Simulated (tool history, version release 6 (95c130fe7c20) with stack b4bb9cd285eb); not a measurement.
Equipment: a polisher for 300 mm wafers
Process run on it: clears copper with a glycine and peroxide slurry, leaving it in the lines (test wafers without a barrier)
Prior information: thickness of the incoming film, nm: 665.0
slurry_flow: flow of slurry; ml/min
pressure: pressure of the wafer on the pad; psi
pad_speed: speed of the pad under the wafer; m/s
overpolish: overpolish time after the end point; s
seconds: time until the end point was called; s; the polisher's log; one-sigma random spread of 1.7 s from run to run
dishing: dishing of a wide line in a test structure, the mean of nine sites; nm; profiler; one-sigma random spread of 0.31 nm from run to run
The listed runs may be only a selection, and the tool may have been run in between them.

Run 1, hour 0: slurry_flow 150 ml/min, pressure 2.1 psi, pad_speed 0.94 m/s, overpolish 10 s. Result: seconds 157.73 s, dishing 27.107 nm.
Run 2, hour 6.4: slurry_flow 150 ml/min, pressure 2.1 psi, pad_speed 0.94 m/s, overpolish 12 s. Result: seconds 157.97 s, dishing 31.875 nm.
Run 3, hour 9.8: slurry_flow 150 ml/min, pressure 2.1 psi, pad_speed 0.94 m/s, overpolish 16 s. Result: seconds 158.38 s, dishing 40.655 nm.
Run 4, hour 14.1: slurry_flow 155 ml/min, pressure 2.1 psi, pad_speed 0.94 m/s, overpolish 14 s. Result: seconds 155.3 s, dishing 35.751 nm.
Run 5, hour 17.1: slurry_flow 160 ml/min, pressure 2 psi, pad_speed 0.94 m/s, overpolish 13 s. Result: seconds 159.97 s, dishing 33.964 nm.
Run 6, hour 19.7: slurry_flow 160 ml/min, pressure 2 psi, pad_speed 0.72 m/s, overpolish 13 s. Result: seconds 195.77 s, dishing 27.832 nm.
Run 7, hour 21.1: slurry_flow 170 ml/min, pressure 2.1 psi, pad_speed 0.72 m/s, overpolish 12 s. Result: seconds 185.17 s, dishing 27.184 nm.
Run 8, hour 27.3: slurry_flow 175 ml/min, pressure 2.2 psi, pad_speed 0.72 m/s, overpolish 11 s. Result: seconds 179.58 s, dishing 25.675 nm.
Run 9, hour 28.5: slurry_flow 180 ml/min, pressure 2.3 psi, pad_speed 0.72 m/s, overpolish 10 s. Result: seconds 174.15 s, dishing 25.332 nm.

Run 10 comes next. What will it give?
Run 10, hour 30.4: slurry_flow 185 ml/min, pressure 2.3 psi, pad_speed 0.72 m/s, overpolish 9 s. Result: seconds ?, dishing ?.

seconds: 173.71 s
dishing: 23.465 nm

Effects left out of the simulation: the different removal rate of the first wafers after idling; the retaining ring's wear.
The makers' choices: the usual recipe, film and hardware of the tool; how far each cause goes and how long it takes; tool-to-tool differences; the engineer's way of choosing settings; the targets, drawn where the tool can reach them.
